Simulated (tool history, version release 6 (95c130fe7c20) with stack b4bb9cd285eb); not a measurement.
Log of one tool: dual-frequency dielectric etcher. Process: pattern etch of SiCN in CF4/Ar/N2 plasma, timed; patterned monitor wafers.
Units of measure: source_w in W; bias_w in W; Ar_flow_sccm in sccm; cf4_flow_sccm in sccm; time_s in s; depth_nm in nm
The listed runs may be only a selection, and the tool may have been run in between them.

run 1 day=0 | source_w=400 bias_w=61 Ar_flow_sccm=129 cf4_flow_sccm=76 time_s=51 | depth_nm=38.693
run 2 day=0.125 | source_w=410 bias_w=61 Ar_flow_sccm=129 cf4_flow_sccm=76 time_s=51 | depth_nm=39.621
run 3 day=0.154 | source_w=410 bias_w=61 Ar_flow_sccm=112 cf4_flow_sccm=76 time_s=51 | depth_nm=40.451
run 4 day=0.525 | source_w=410 bias_w=61 Ar_flow_sccm=112 cf4_flow_sccm=76 time_s=51 | depth_nm=40.665
run 5 day=0.679 | source_w=430 bias_w=61 Ar_flow_sccm=112 cf4_flow_sccm=76 time_s=51 | depth_nm=42.512
run 6 day=0.854 | source_w=440 bias_w=61 Ar_flow_sccm=112 cf4_flow_sccm=76 time_s=51 | depth_nm=43.77
run 7 day=1.021 | source_w=430 bias_w=61 Ar_flow_sccm=112 cf4_flow_sccm=76 time_s=51 | depth_nm=42.651
run 8 day=1.379 | source_w=440 bias_w=61 Ar_flow_sccm=112 cf4_flow_sccm=76 time_s=51 | depth_nm=43.654
run 9 day=1.667 | source_w=430 bias_w=61 Ar_flow_sccm=112 cf4_flow_sccm=76 time_s=51 | depth_nm=42.525

Run 10, settings as shown, results not yet in. Your forecast:
run 10 day=1.892 | source_w=440 bias_w=61 Ar_flow_sccm=112 cf4_flow_sccm=76 time_s=51 | depth_nm=?

{"run 10": {"depth_nm": 43.748}}
